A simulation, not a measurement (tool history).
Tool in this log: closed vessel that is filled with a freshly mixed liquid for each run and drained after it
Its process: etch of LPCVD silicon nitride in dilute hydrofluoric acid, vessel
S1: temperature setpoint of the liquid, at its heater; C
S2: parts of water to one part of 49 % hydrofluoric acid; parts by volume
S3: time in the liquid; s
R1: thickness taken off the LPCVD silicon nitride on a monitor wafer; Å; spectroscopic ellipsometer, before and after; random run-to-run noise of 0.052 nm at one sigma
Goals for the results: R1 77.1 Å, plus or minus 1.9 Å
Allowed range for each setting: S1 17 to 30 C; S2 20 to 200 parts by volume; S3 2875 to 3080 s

run  hour    S1   S2    S3      R1
  1     0    22  110  2875  112.18
  2   9.6  20.5  110  2875  102.32
  3  12.4  20.5  110  3080   109.2
  4  18.5  20.5   85  3080  142.64
  5  26.8  19.5  100  3080  111.05
  6  34.7  18.5  105  3080  99.797
  7  43.5    18  110  3080  93.242
  8  52.8  17.5  115  3080  85.671
  9  61.6  17.5  120  3080  82.637

4 next moves are on the table. One of them brings every result within its allowed miss. Which?
  A  70.4    17  130  3080   ?
  B  70.4  19.5  130  3080   ?
  C  70.4  17.5  115  2925   ?
  D  70.4    17  115  2900   ?

move      R1
   A  73.158
   B  86.781
   C   80.97
   D  77.546
A: pushes the last run's worst result past its target
B: misses by more than the last run did
C: an improvement on the last run, though not all results are within tolerance
D: all results land within tolerance of their targets
D meets every target.

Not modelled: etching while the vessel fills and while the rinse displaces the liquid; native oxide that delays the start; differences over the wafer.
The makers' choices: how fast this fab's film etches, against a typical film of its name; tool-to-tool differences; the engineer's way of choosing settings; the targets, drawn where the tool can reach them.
